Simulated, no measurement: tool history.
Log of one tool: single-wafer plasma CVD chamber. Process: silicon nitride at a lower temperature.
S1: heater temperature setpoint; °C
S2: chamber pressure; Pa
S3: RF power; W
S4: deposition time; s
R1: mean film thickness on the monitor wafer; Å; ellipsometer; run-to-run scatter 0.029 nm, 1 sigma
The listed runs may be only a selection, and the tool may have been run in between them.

run	hour	S1	S2	S3	S4	R1
1	0.0	355	244	245	15.6	156.78
2	6.1	355	244	245	15.6	157.90
3	7.0	355	227	235	15.5	148.79
4	11.5	355	257	235	15.5	154.67
5	19.0	355	235	225	15.5	145.02
6	24.6	355	221	220	15.5	140.67

Predict the results of run 7:
7	27.0	355	213	220	15.5	?

{"run 7": {"R1": 139.32}}
